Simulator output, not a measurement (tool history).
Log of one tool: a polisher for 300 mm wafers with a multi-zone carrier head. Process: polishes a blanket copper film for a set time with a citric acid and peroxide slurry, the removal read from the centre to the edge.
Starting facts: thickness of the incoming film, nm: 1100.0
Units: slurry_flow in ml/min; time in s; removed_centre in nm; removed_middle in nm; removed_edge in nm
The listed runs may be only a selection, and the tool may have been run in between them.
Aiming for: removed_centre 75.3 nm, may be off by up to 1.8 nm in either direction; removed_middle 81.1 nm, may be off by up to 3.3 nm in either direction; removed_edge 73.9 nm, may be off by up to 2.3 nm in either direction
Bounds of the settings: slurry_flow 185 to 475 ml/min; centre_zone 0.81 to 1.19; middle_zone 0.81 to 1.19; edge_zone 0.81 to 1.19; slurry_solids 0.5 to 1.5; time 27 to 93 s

| run | hour | slurry_flow | centre_zone | middle_zone | edge_zone | slurry_solids | time | removed_centre | removed_middle | removed_edge |
|---|---|---|---|---|---|---|---|---|---|---|
| 1 | 0 | 305 | 1 | 1 | 1 | 1 | 59 | 119.54 | 120.84 | 121.95 |
| 2 | 1.3 | 310 | 0.99 | 1.01 | 0.96 | 0.85 | 54 | 105.2 | 109.34 | 106.66 |
| 3 | 4.7 | 310 | 0.99 | 1.01 | 0.96 | 0.85 | 47 | 91.56 | 93.617 | 93.395 |
| 4 | 12.3 | 310 | 0.99 | 1.01 | 0.96 | 0.85 | 62 | 120.37 | 122.93 | 121.98 |
| 5 | 18.9 | 315 | 0.99 | 1.02 | 0.92 | 0.75 | 56 | 105.57 | 111.21 | 104.71 |
| 6 | 23.3 | 315 | 0.99 | 1.02 | 0.92 | 0.95 | 56 | 111.11 | 116.84 | 111.14 |
|  | 30.5 | worn pad replaced by a new one |
| 7 | 30.5 | 315 | 0.98 | 1.02 | 0.9 | 0.8 | 52 | 105.5 | 110.88 | 106.27 |
| 8 | 35.4 | 315 | 1.01 | 1.06 | 0.98 | 0.7 | 51 | 102.06 | 106.32 | 100.91 |

Next run, 4 choices. One meets every target within its allowed miss, the rest don't. Which?
| A | 40.3 | 305 | 1.11 | 1.04 | 0.99 | 0.6 | 39 | ? | ? | ? |
| B | 40.3 | 315 | 0.98 | 1.09 | 1.02 | 0.8 | 73 | ? | ? | ? |
| C | 40.3 | 335 | 1.17 | 1.19 | 0.94 | 0.5 | 44 | ? | ? | ? |
| D | 40.3 | 305 | 1 | 1.08 | 0.91 | 0.7 | 38 | ? | ? | ? |

| move | removed_centre | removed_middle | removed_edge |
|---|---|---|---|
| A | 82.706 | 77.732 | 76.075 |
| B | 147.54 | 163.64 | 155.83 |
| C | 94.405 | 94.276 | 79.942 |
| D | 75.552 | 81.49 | 74.135 |
A: an improvement on the last run, though not all results are within tolerance
B: misses by more than the last run did
C: an improvement on the last run, though not all results are within tolerance
D: every result within its allowed miss
Correct choice: D, which meets every target
